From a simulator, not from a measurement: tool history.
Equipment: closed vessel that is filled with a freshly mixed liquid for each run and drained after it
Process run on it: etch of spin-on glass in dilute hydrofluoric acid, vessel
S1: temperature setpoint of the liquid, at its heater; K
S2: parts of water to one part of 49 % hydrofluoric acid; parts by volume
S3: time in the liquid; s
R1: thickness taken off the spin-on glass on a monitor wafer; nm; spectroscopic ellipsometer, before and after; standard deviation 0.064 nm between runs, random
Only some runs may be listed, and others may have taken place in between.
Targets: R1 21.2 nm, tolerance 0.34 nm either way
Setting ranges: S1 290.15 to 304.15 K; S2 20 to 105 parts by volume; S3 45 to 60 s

run	hour	S1	S2	S3	R1
1	0	296.15	55	60	23.574
2	2.6	296.15	55	60	23.715
3	8	299.15	55	60	26.808
4	15.4	299.15	55	60	26.676
5	16.5	298.15	55	60	25.639
6	24.1	297.15	55	60	24.637
7	33.2	296.65	55	60	24.134
8	39.9	296.65	55	60	24.04
9	49.2	296.15	55	60	23.612
10	50.2	295.65	55	60	23.278
11	54.4	295.15	55	60	22.7
# hour 55.4: hydrofluoric acid flow meter replaced
12	55.4	294.65	55	60	25.407

Exercise: of the 5 proposed moves below, exactly one satisfies all targets within the stated allowed misses. Which move is it?
A	56.4	293.15	50	50	?
B	56.4	294.65	45	45	?
C	56.4	297.15	40	50	?
D	56.4	298.15	55	45	?
E	56.4	292.65	55	55	?

move	R1
A	21.951
B	23.533
C	32.869
D	21.968
E	21.362
A: closer than the last run, but not yet in spec
B: closer than the last run, but not yet in spec
C: further off than the last run
D: closer than the last run, but not yet in spec
E: every result lands within tolerance
Answer: E

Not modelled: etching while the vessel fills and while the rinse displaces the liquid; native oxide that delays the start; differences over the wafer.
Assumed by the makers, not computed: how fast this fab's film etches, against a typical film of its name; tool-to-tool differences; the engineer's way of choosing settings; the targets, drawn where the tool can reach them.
